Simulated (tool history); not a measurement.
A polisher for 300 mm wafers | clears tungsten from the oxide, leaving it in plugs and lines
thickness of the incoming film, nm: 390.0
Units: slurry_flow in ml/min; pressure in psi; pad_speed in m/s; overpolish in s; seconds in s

| run | day | slurry_flow | pressure | pad_speed | slurry_solids | overpolish | seconds |
|---|---|---|---|---|---|---|---|
| 1 | 0.000 | 285 | 3.8 | 1.28 | 1.0 | 11 | 79.700 |
| 2 | 0.146 | 285 | 3.8 | 1.06 | 1.0 | 11 | 95.719 |
| 3 | 0.504 | 285 | 4.1 | 1.08 | 1.0 | 11 | 84.818 |
| 4 | 0.629 | 350 | 4.1 | 1.08 | 1.0 | 11 | 84.108 |
| 5 | 1.000 | 350 | 4.1 | 1.08 | 0.8 | 11 | 89.014 |
| 6 | 1.108 | 350 | 4.5 | 1.08 | 0.8 | 11 | 82.163 |

Run 7 comes next. What will it give?
| 7 | 1.433 | 350 | 4.7 | 1.12 | 0.8 | 11 | ? |

{"run 7": {"seconds": 77.977}}

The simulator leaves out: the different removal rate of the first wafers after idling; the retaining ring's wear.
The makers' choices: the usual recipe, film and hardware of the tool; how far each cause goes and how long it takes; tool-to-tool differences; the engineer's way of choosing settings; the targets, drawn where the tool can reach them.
